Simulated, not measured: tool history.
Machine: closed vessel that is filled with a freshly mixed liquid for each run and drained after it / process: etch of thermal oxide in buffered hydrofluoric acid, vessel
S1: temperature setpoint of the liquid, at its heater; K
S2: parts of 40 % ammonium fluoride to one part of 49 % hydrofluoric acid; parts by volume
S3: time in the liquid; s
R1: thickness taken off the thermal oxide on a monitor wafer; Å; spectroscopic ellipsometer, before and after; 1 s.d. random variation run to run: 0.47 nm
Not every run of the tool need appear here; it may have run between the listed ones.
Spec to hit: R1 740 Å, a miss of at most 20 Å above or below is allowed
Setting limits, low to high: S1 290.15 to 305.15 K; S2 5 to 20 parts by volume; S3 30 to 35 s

| run | hour | S1 | S2 | S3 | R1 |
|---|---|---|---|---|---|
| 1 | 0 | 297.15 | 12 | 35 | 311.61 |
| 2 | 7.4 | 299.15 | 10.5 | 35 | 392.71 |
| 3 | 14.7 | 299.15 | 10.5 | 30 | 341.76 |
| 4 | 18.2 | 300.65 | 9 | 30 | 410.34 |
| 5 | 23 | 298.15 | 9 | 30 | 359.14 |
| 6 | 28.4 | 298.15 | 6.5 | 30 | 508.95 |
| 7 | 30.7 | 299.65 | 6 | 30 | 583.09 |
| 8 | 36 | 301.15 | 6 | 30 | 636.7 |
| 9 | 44.7 | 301.65 | 6 | 30 | 652.48 |

Which of these 5 next moves meets every target?
| A | 53.4 | 301.15 | 6.5 | 30 | ? |
| B | 53.4 | 299.65 | 5.5 | 35 | ? |
| C | 53.4 | 299.65 | 6.5 | 35 | ? |
| D | 53.4 | 302.15 | 7 | 35 | ? |
| E | 53.4 | 302.65 | 6 | 35 | ? |

| move | R1 |
|---|---|
| A | 594.08 |
| B | 738.11 |
| C | 639.86 |
| D | 685.25 |
| E | 803.88 |
A: its largest miss is bigger than the last run's
B: all results land within tolerance of their targets
C: its largest miss is bigger than the last run's
D: gains on the last run, yet a result remains outside its allowed miss
E: takes the result that was furthest off past its target
Move B is the one to make.
